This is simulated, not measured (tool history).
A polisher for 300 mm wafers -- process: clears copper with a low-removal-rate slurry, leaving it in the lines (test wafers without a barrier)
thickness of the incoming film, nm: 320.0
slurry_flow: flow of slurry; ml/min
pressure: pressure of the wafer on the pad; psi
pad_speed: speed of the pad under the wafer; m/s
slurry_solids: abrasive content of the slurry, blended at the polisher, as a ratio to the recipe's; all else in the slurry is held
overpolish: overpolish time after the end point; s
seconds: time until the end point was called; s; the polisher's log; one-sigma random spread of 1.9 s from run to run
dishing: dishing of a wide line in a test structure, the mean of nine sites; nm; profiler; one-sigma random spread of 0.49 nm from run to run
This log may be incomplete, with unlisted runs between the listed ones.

run,hour,slurry_flow,pressure,pad_speed,slurry_solids,overpolish,seconds,dishing
1,0,285,2.5,1.06,1,20,147.07,27.883
2,5.8,285,2.5,1.06,1,13,146.42,19.659
3,13.4,285,2.3,1.06,1,16,158.64,20.937
4,20.3,285,2.7,1.06,1,16,135.32,24.772
5,29,285,2.7,1.06,1,11,137.25,17.988
6,32.4,285,2.7,0.96,1,11,148.61,16.271

The next listed run, before its measurement:
7,34.8,265,2,0.98,0.95,21,?,?

Logged for run 7: seconds 196.14 s, dishing 22.495 nm.

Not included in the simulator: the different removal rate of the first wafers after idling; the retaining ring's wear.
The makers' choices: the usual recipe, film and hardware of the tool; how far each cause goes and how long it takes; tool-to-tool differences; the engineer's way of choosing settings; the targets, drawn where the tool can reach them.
